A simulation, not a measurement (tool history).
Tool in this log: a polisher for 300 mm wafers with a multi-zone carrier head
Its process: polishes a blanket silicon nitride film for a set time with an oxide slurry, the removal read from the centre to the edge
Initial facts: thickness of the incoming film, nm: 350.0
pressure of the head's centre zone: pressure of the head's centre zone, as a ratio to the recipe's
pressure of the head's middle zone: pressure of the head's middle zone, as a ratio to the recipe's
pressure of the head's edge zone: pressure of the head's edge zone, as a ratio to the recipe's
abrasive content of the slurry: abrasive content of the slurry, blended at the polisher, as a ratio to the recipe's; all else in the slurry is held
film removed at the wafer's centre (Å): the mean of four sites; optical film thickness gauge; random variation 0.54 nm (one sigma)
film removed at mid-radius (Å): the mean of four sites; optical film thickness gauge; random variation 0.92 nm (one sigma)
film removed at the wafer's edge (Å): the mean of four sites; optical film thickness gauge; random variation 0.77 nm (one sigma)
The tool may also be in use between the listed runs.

run	hour	flow of slurry (ml/min)	pressure of the head's centre zone	pressure of the head's middle zone	pressure of the head's edge zone	abrasive content of the slurry	polishing time (s)	film removed at the wafer's centre (Å)	film removed at mid-radius (Å)	film removed at the wafer's edge (Å)
1	0	235	1	1	1	1	65	577.68	640.96	623.24
2	6.8	245	1.03	1	1	1	65	598.62	634.51	630.52
3	13	245	1.03	1	1.08	1	65	591.32	627.81	645.56
4	19.2	245	1.03	1	1.08	1.1	65	623.13	655.04	683.54
5	27.9	220	1.03	1	1.08	1.1	65	614.96	644.95	679.8
6	36.5	230	1.05	1	1.06	1.1	65	626.42	638.18	659.39
7	42.9	230	1.05	1	1.06	1.1	65	623.07	654.53	665.46

What will run 8 give?
8	45.7	240	1.07	0.99	1.04	1.1	65	?	?	?

film removed at the wafer's centre (Å): 637.81
film removed at mid-radius (Å): 670.76
film removed at the wafer's edge (Å): 668.69
